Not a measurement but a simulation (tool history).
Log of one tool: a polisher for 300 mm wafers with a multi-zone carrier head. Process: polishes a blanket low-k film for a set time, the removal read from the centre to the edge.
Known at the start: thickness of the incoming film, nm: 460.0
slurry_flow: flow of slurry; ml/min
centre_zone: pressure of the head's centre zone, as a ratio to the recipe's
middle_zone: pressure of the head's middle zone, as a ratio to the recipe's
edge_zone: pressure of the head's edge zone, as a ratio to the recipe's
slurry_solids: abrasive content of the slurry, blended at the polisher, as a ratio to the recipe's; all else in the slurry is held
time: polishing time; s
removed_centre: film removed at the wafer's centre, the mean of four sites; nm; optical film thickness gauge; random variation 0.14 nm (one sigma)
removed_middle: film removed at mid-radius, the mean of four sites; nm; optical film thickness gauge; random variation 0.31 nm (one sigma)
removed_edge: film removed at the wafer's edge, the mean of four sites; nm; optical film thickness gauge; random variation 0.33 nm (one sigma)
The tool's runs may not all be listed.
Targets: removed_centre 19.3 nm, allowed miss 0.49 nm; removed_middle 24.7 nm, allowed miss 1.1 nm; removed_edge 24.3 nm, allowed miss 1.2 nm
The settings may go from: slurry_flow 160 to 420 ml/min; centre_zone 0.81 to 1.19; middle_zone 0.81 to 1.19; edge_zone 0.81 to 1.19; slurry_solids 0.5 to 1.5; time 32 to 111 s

{"run": 1, "hour": 0.0, "slurry_flow": 270, "centre_zone": 1, "middle_zone": 1, "edge_zone": 1, "slurry_solids": 1, "time": 71, "removed_centre": 29.651, "removed_middle": 29.435, "removed_edge": 30.985}
{"run": 2, "hour": 3.0, "slurry_flow": 260, "centre_zone": 0.96, "middle_zone": 1.01, "edge_zone": 0.99, "slurry_solids": 0.9, "time": 71, "removed_centre": 26.92, "removed_middle": 28.379, "removed_edge": 28.935}
{"run": 3, "hour": 7.5, "slurry_flow": 300, "centre_zone": 0.96, "middle_zone": 1.01, "edge_zone": 0.99, "slurry_solids": 0.9, "time": 71, "removed_centre": 27.481, "removed_middle": 28.4, "removed_edge": 29.205}
{"run": 4, "hour": 8.9, "slurry_flow": 300, "centre_zone": 0.96, "middle_zone": 1.01, "edge_zone": 0.99, "slurry_solids": 0.75, "time": 71, "removed_centre": 24.451, "removed_middle": 26.351, "removed_edge": 26.143}
{"run": 5, "hour": 10.5, "slurry_flow": 295, "centre_zone": 0.93, "middle_zone": 1.01, "edge_zone": 0.99, "slurry_solids": 0.7, "time": 71, "removed_centre": 22.742, "removed_middle": 24.835, "removed_edge": 24.376}
{"run": 6, "hour": 15.6, "slurry_flow": 285, "centre_zone": 0.91, "middle_zone": 1.02, "edge_zone": 1.02, "slurry_solids": 0.7, "time": 71, "removed_centre": 21.993, "removed_middle": 25.108, "removed_edge": 25.15}
{"run": 7, "hour": 21.3, "slurry_flow": 280, "centre_zone": 0.89, "middle_zone": 1.02, "edge_zone": 1.02, "slurry_solids": 0.7, "time": 71, "removed_centre": 21.395, "removed_middle": 24.175, "removed_edge": 24.794}
{"run": 8, "hour": 28.5, "slurry_flow": 270, "centre_zone": 0.88, "middle_zone": 1.04, "edge_zone": 1.02, "slurry_solids": 0.7, "time": 71, "removed_centre": 21.212, "removed_middle": 24.995, "removed_edge": 24.77}
{"run": 9, "hour": 31.4, "slurry_flow": 265, "centre_zone": 0.87, "middle_zone": 1.05, "edge_zone": 1.02, "slurry_solids": 0.7, "time": 71, "removed_centre": 20.724, "removed_middle": 24.506, "removed_edge": 24.638}
{"run": 10, "hour": 36.1, "slurry_flow": 260, "centre_zone": 0.86, "middle_zone": 1.06, "edge_zone": 1.02, "slurry_solids": 0.7, "time": 71, "removed_centre": 20.566, "removed_middle": 25.545, "removed_edge": 24.755}
{"run": 11, "hour": 41.9, "slurry_flow": 255, "centre_zone": 0.85, "middle_zone": 1.06, "edge_zone": 1.02, "slurry_solids": 0.7, "time": 71, "removed_centre": 20.422, "removed_middle": 25.12, "removed_edge": 25.285}

5 next moves are on the table. One of them brings every result within its allowed miss. Which?
{"run": "A", "hour": 47.7, "slurry_flow": 240, "centre_zone": 0.85, "middle_zone": 0.98, "edge_zone": 1.06, "slurry_solids": 0.8, "time": 70, "removed_centre": "?", "removed_middle": "?", "removed_edge": "?"}
{"run": "B", "hour": 47.7, "slurry_flow": 275, "centre_zone": 0.85, "middle_zone": 1, "edge_zone": 1.06, "slurry_solids": 1, "time": 54, "removed_centre": "?", "removed_middle": "?", "removed_edge": "?"}
{"run": "C", "hour": 47.7, "slurry_flow": 330, "centre_zone": 0.84, "middle_zone": 1.09, "edge_zone": 1.07, "slurry_solids": 0.55, "time": 80, "removed_centre": "?", "removed_middle": "?", "removed_edge": "?"}
{"run": "D", "hour": 47.7, "slurry_flow": 245, "centre_zone": 0.85, "middle_zone": 1.19, "edge_zone": 0.92, "slurry_solids": 0.8, "time": 59, "removed_centre": "?", "removed_middle": "?", "removed_edge": "?"}
{"run": "E", "hour": 47.7, "slurry_flow": 220, "centre_zone": 0.91, "middle_zone": 1.05, "edge_zone": 0.96, "slurry_solids": 0.55, "time": 89, "removed_centre": "?", "removed_middle": "?", "removed_edge": "?"}

move=A removed_centre=21.532 removed_middle=25.663 removed_edge=26.883
move=B removed_centre=19.108 removed_middle=23.04 removed_edge=23.725
move=C removed_centre=19.5 removed_middle=25.157 removed_edge=24.439
move=D removed_centre=18.217 removed_middle=24.74 removed_edge=21.161
move=E removed_centre=22.426 removed_middle=26.138 removed_edge=24.978
A: further off than the last run
B: brings the result that was furthest off to its target, and leaves another outside
C: meets every target
D: takes the result that was furthest off past its target
E: further off than the last run
Move C is the one to make.
